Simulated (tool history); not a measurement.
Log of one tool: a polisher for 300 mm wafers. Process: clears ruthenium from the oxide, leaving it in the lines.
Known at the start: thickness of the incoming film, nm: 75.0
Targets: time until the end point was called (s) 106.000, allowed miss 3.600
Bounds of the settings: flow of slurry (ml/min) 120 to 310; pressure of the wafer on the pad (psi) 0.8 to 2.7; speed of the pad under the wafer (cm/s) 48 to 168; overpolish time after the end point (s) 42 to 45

| run | hour | flow of slurry (ml/min) | pressure of the wafer on the pad (psi) | speed of the pad under the wafer (cm/s) | overpolish time after the end point (s) | time until the end point was called (s) |
|---|---|---|---|---|---|---|
| 1 | 0.0 | 200 | 1.7 | 108 | 42 | 64.488 |
| 2 | 5.5 | 200 | 1.3 | 108 | 42 | 83.905 |
| 3 | 6.7 | 200 | 1.2 | 108 | 42 | 90.129 |
| 4 | 9.9 | 245 | 1.2 | 108 | 42 | 87.976 |
| 5 | 18.4 | 245 | 1.4 | 108 | 42 | 76.874 |
| 6 | 25.5 | 245 | 1.4 | 86 | 42 | 91.165 |
| 7 | 26.1 | 245 | 1.3 | 86 | 42 | 98.987 |
| 8 | 28.3 | 245 | 1.3 | 86 | 42 | 98.197 |

Which of these 5 next moves meets every target?
| A | 30.5 | 235 | 1.3 | 78 | 42 | ? |
| B | 30.5 | 250 | 1.3 | 94 | 42 | ? |
| C | 30.5 | 275 | 1.3 | 88 | 44 | ? |
| D | 30.5 | 250 | 1.5 | 82 | 45 | ? |
| E | 30.5 | 245 | 1.1 | 114 | 42 | ? |

| move | time until the end point was called (s) |
|---|---|
| A | 107.480 |
| B | 91.670 |
| C | 95.891 |
| D | 89.339 |
| E | 91.607 |
A: meets every target
B: further off than the last run
C: further off than the last run
D: further off than the last run
E: further off than the last run
Answer: A
